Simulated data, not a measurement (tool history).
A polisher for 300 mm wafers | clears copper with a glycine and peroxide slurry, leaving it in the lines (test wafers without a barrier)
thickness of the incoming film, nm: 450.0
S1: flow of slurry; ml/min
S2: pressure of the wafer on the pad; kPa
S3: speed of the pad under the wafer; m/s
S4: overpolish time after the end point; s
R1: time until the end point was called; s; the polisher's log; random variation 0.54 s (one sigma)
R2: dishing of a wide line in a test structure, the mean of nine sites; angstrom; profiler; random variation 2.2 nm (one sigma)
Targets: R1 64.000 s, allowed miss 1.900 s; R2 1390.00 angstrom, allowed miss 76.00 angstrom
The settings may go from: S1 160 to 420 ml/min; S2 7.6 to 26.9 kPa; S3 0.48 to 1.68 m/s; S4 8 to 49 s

run	hour	S1	S2	S3	S4	R1	R2
1	0.0	270	17.2	1.08	25	89.633	826.84
2	1.1	270	19.3	1.08	28	83.132	938.61
3	7.6	300	19.3	1.08	28	79.710	934.96
4	9.2	300	19.3	0.84	28	99.539	858.65
5	12.3	300	15.2	0.84	28	117.800	727.42
6	17.0	300	15.2	0.84	39	120.630	906.34
7	19.4	315	19.3	0.88	37	94.911	1045.10
8	23.9	330	22.1	0.88	37	85.539	1135.80
9	31.2	335	23.4	0.92	37	77.769	1208.10
10	37.9	340	24.8	0.94	37	74.111	1249.80
11	41.4	340	24.8	0.94	37	74.616	1258.10
12	45.9	340	25.5	0.98	37	69.862	1286.30
13	49.4	340	26.2	1.00	37	65.915	1306.00
14	53.5	340	26.2	1.00	37	66.664	1327.20

5 next moves are on the table. One of them brings every result within its allowed miss. Which?
A	57.6	275	26.2	0.96	44	?	?
B	57.6	305	26.9	1.04	49	?	?
C	57.6	400	22.8	1.08	43	?	?
D	57.6	385	26.2	1.04	46	?	?
E	57.6	345	26.9	1.02	38	?	?

move	R1	R2
A	71.284	1415.90
B	64.445	1560.30
C	70.153	1376.90
D	64.631	1509.90
E	64.853	1377.20
A: further off than the last run
B: brings the result that was furthest off to its target, and leaves another outside
C: further off than the last run
D: brings the result that was furthest off to its target, and leaves another outside
E: meets every target
Answer: E
